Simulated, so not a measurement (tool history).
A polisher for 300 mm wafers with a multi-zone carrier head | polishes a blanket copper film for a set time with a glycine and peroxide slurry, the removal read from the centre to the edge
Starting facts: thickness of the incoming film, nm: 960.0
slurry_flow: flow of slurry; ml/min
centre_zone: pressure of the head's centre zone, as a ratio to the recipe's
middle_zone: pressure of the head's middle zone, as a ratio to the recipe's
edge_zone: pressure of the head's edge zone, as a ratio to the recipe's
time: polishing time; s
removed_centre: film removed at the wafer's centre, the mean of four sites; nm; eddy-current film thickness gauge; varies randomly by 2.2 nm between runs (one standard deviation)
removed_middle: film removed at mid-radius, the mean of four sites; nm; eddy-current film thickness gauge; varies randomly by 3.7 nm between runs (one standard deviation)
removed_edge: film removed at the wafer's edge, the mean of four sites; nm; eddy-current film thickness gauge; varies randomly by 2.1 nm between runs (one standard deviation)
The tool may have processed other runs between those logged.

{"run": 1, "hour": 0.0, "slurry_flow": 180, "centre_zone": 1.0, "middle_zone": 1.0, "edge_zone": 1.0, "time": 77, "removed_centre": 358.85, "removed_middle": 359.65, "removed_edge": 352.73}
{"run": 2, "hour": 3.5, "slurry_flow": 165, "centre_zone": 0.97, "middle_zone": 0.98, "edge_zone": 0.96, "time": 76, "removed_centre": 336.4, "removed_middle": 337.51, "removed_edge": 338.06}
{"run": 3, "hour": 7.8, "slurry_flow": 155, "centre_zone": 0.96, "middle_zone": 0.98, "edge_zone": 0.93, "time": 76, "removed_centre": 326.39, "removed_middle": 332.96, "removed_edge": 334.61}
{"run": 4, "hour": 15.7, "slurry_flow": 150, "centre_zone": 0.96, "middle_zone": 0.98, "edge_zone": 0.9, "time": 75, "removed_centre": 316.35, "removed_middle": 332.69, "removed_edge": 325.77}
{"run": 5, "hour": 20.0, "slurry_flow": 145, "centre_zone": 0.96, "middle_zone": 0.97, "edge_zone": 0.88, "time": 75, "removed_centre": 317.37, "removed_middle": 328.38, "removed_edge": 320.02}
{"run": 6, "hour": 21.3, "slurry_flow": 145, "centre_zone": 1.02, "middle_zone": 0.97, "edge_zone": 0.88, "time": 75, "removed_centre": 340.2, "removed_middle": 327.79, "removed_edge": 320.68}
{"run": 7, "hour": 23.1, "slurry_flow": 135, "centre_zone": 1.0, "middle_zone": 0.96, "edge_zone": 0.87, "time": 75, "removed_centre": 326.64, "removed_middle": 316.21, "removed_edge": 313.41}
{"run": 8, "hour": 29.1, "slurry_flow": 130, "centre_zone": 0.99, "middle_zone": 0.96, "edge_zone": 0.87, "time": 75, "removed_centre": 322.69, "removed_middle": 318.1, "removed_edge": 313.79}

Forecast run 9:
{"run": 9, "hour": 35.9, "slurry_flow": 125, "centre_zone": 0.98, "middle_zone": 0.96, "edge_zone": 0.87, "time": 75, "removed_centre": "?", "removed_middle": "?", "removed_edge": "?"}

{"run 9": {"removed_centre": 314.71, "removed_middle": 313.26, "removed_edge": 313.89}}

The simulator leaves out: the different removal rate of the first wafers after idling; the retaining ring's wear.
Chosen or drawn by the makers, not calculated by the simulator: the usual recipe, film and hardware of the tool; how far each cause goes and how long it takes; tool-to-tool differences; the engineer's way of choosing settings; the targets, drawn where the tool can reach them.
